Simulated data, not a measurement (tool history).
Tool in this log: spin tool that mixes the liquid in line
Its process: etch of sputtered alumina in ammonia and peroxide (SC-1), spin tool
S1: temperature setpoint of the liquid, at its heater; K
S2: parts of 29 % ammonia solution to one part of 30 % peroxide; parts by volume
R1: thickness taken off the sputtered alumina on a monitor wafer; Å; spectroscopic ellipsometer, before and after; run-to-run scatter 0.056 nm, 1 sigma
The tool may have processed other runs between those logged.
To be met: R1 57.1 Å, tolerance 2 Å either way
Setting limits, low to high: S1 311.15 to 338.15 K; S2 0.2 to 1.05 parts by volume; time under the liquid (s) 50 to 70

{"run": 1, "hour": 0.0, "S1": 322.15, "S2": 0.55, "time under the liquid (s)": 70, "R1": 28.31}
{"run": 2, "hour": 0.8, "S1": 322.15, "S2": 0.55, "time under the liquid (s)": 50, "R1": 20.146}
{"run": 3, "hour": 2.6, "S1": 326.15, "S2": 0.6, "time under the liquid (s)": 55, "R1": 27.805}
{"run": 4, "hour": 10.9, "S1": 329.15, "S2": 0.65, "time under the liquid (s)": 60, "R1": 36.21}
{"run": 5, "hour": 19.6, "S1": 329.15, "S2": 0.65, "time under the liquid (s)": 70, "R1": 41.686}
{"run": 6, "hour": 21.9, "S1": 330.15, "S2": 0.65, "time under the liquid (s)": 70, "R1": 44.169}
{"run": 7, "hour": 27.7, "S1": 331.15, "S2": 0.65, "time under the liquid (s)": 70, "R1": 46.538}
{"run": 8, "hour": 33.4, "S1": 332.15, "S2": 0.65, "time under the liquid (s)": 70, "R1": 49.629}
{"run": 9, "hour": 38.3, "S1": 332.65, "S2": 0.65, "time under the liquid (s)": 70, "R1": 50.136}
{"run": 10, "hour": 47.3, "S1": 333.15, "S2": 0.65, "time under the liquid (s)": 70, "R1": 52.259}
{"run": 11, "hour": 50.0, "S1": 333.65, "S2": 0.65, "time under the liquid (s)": 70, "R1": 53.22}
{"run": 12, "hour": 53.9, "S1": 334.15, "S2": 0.65, "time under the liquid (s)": 70, "R1": 54.321}

Which single option among these 4 for the next run brings every result within its allowed miss of target? Just one does.
{"run": "A", "hour": 57.8, "S1": 332.15, "S2": 0.7, "time under the liquid (s)": 70, "R1": "?"}
{"run": "B", "hour": 57.8, "S1": 335.65, "S2": 0.45, "time under the liquid (s)": 70, "R1": "?"}
{"run": "C", "hour": 57.8, "S1": 333.15, "S2": 0.5, "time under the liquid (s)": 70, "R1": "?"}
{"run": "D", "hour": 57.8, "S1": 332.65, "S2": 0.75, "time under the liquid (s)": 70, "R1": "?"}

move=A R1=49.243
move=B R1=56.6
move=C R1=50.252
move=D R1=50.879
A: moves away from the targets compared with the last run
B: all results land within tolerance of their targets
C: moves away from the targets compared with the last run
D: moves away from the targets compared with the last run
So the answer is move B, the one that meets all the targets.
